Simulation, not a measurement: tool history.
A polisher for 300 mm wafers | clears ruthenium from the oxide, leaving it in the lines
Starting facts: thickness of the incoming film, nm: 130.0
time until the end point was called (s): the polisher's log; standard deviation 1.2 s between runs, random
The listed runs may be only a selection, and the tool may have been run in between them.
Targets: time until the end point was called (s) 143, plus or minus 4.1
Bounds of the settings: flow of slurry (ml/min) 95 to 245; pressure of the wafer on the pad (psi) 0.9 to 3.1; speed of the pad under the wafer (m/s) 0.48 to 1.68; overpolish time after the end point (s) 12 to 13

| run | hour | flow of slurry (ml/min) | pressure of the wafer on the pad (psi) | speed of the pad under the wafer (m/s) | overpolish time after the end point (s) | time until the end point was called (s) |
|---|---|---|---|---|---|---|
| 1 | 0 | 155 | 2 | 1.08 | 12 | 100.49 |
| 2 | 7.7 | 155 | 2 | 1.08 | 13 | 101.55 |
| 3 | 15.1 | 150 | 1.9 | 1.08 | 13 | 107.81 |
| 4 | 16.8 | 150 | 2.2 | 1.08 | 13 | 93.233 |
| 5 | 18.4 | 145 | 2 | 1.08 | 13 | 104.4 |
| 6 | 24.6 | 135 | 1.9 | 1.08 | 13 | 108.76 |
| 7 | 33.6 | 135 | 1.8 | 1.08 | 13 | 116.63 |
| 8 | 35.6 | 115 | 1.4 | 1.08 | 13 | 152.41 |

Exactly one of the 4 candidate moves below puts every result within its allowed miss. Which one?
| A | 37.6 | 120 | 1.4 | 1 | 12 | ? |
| B | 37.6 | 105 | 1.4 | 1.04 | 12 | ? |
| C | 37.6 | 100 | 1.5 | 1.12 | 12 | ? |
| D | 37.6 | 115 | 1.3 | 1.1 | 12 | ? |

| move | time until the end point was called (s) |
|---|---|
| A | 160.9 |
| B | 160.08 |
| C | 141.29 |
| D | 159.06 |
A: misses by more than the last run did
B: misses by more than the last run did
C: in spec on every target
D: misses by more than the last run did
Go with C: it meets all targets.
